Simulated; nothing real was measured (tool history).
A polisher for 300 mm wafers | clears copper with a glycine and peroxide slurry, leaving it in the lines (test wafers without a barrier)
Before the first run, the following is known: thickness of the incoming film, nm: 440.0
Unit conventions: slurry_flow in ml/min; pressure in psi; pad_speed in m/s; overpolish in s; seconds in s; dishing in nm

run	hour	slurry_flow	pressure	pad_speed	overpolish	seconds	dishing
1	0.0	300	2.7	1.04	26	91.225	85.522
2	8.6	300	2.9	1.04	26	84.746	88.830
3	12.1	340	2.9	1.04	26	82.915	86.834
4	19.9	340	3.0	1.04	27	80.275	93.791
5	24.7	340	3.0	0.80	27	102.300	78.045
6	27.9	340	3.0	0.94	27	89.697	86.187
7	30.2	340	3.0	0.94	27	88.480	89.359
8	33.3	340	3.2	0.94	27	83.076	91.315
9	34.2	340	3.3	0.94	27	84.428	94.509

Estimate the outcome of run 10 from the log above:
10	38.7	340	3.3	0.94	27	?	?

seconds: 82.311 s
dishing: 94.272 nm
